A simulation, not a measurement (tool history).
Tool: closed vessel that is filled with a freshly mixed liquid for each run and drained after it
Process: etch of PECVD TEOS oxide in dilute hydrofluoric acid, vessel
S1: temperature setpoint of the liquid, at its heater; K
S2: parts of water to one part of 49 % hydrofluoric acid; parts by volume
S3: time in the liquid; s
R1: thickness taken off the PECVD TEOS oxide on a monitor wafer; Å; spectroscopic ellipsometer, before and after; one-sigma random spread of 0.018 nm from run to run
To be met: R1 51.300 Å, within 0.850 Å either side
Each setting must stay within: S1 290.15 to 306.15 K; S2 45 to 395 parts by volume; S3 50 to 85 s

run,hour,S1,S2,S3,R1
1,0.0,298.15,220,85,27.824
2,1.8,299.15,210,85,30.488
3,3.7,299.15,285,85,20.753
4,5.1,300.15,265,85,23.567
5,10.1,301.15,250,85,26.320
# hour 12.4: hydrofluoric acid flow meter replaced
6,12.4,299.65,250,85,28.184
7,15.9,300.65,240,85,30.722
8,22.0,301.65,240,85,31.698

Pick the move, out of 5, that brings all results within their allowed miss; only one does.
A,28.1,303.15,290,85,?
B,28.1,303.15,170,85,?
C,28.1,304.65,170,85,?
D,28.1,306.15,180,85,?
E,28.1,305.65,175,85,?

move,R1
A,25.976
B,51.096
C,53.858
D,52.850
E,53.800
A: misses by more than the last run did
B: all results in spec
C: pushes the last run's worst result past its target
D: pushes the last run's worst result past its target
E: pushes the last run's worst result past its target
Move B is the one to make.
